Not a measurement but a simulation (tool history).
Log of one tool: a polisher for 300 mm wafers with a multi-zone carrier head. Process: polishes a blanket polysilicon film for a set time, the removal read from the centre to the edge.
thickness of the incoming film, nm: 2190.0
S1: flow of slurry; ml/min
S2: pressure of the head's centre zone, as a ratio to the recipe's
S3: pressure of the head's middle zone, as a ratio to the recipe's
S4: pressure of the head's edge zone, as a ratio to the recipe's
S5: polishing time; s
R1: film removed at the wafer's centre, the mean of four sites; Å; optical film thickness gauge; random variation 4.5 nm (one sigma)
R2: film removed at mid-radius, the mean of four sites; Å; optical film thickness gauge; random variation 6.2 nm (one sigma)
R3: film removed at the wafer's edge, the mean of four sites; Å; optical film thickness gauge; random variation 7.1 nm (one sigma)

run,day,S1,S2,S3,S4,S5,R1,R2,R3
1,0,215,1,1,1,71,4640.7,4784.7,4565.7
2,0.254,230,1.04,1.02,1.04,75,5221.8,5224.8,5037.3
3,0.371,230,1.04,0.96,1.04,75,5221.6,4917.2,5138.2
4,0.696,245,1.07,1,1.07,77,5500.9,5231.6,5232.1
5,0.808,245,0.99,1,1.07,77,5116.7,5335.3,5359.6
6,1.125,245,0.99,1,1.07,85,5691.6,5851.9,5865.1
7,1.425,305,1.09,1.1,1.16,88,6697,6723.1,6286.8

Run 8 comes next. What will it give?
8,1.708,305,1.1,1.1,1.16,88,?,?,?

R1: 6731.5 Å
R2: 6667.1 Å
R3: 6305 Å
